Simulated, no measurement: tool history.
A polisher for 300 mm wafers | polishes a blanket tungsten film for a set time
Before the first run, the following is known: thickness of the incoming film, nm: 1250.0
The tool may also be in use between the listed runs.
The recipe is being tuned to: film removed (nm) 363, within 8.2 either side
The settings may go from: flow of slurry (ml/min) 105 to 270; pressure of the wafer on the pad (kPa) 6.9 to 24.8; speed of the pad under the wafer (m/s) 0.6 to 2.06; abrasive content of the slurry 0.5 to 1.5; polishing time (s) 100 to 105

run	hour	flow of slurry (ml/min)	pressure of the wafer on the pad (kPa)	speed of the pad under the wafer (m/s)	abrasive content of the slurry	polishing time (s)	film removed (nm)
1	0	175	15.9	1.32	1	100	399.98
2	8.1	175	15.9	1.54	1	100	459.72
3	14.8	175	15.9	1.54	1.1	100	476.4
4	18.4	195	15.9	1.54	1.1	100	487.11
5	26.8	195	15.9	1.4	1.1	100	437.02
6	30.4	185	15.2	1.4	1.1	100	420.02
7	34.3	175	14.5	1.4	1.1	100	391.89
8	43	160	14.5	1.4	1.1	100	392.75

Consider the 4 candidate settings below. Which is the only one whose results all fall within their allowed miss of target?
A	51.7	150	17.2	1.06	1.2	105	?
B	51.7	120	17.2	1.06	1.1	100	?
C	51.7	160	13.8	1.3	1.05	105	?
D	51.7	145	13.8	1.34	1	100	?

move	film removed (nm)
A	376.62
B	337.4
C	360.11
D	343.44
A: closes in on the targets versus the last run, not all within tolerance yet
B: the result that was furthest off in the last run now lies on the other side of its target
C: meets every target
D: the result that was furthest off in the last run now lies on the other side of its target
Go with C: it meets all targets.
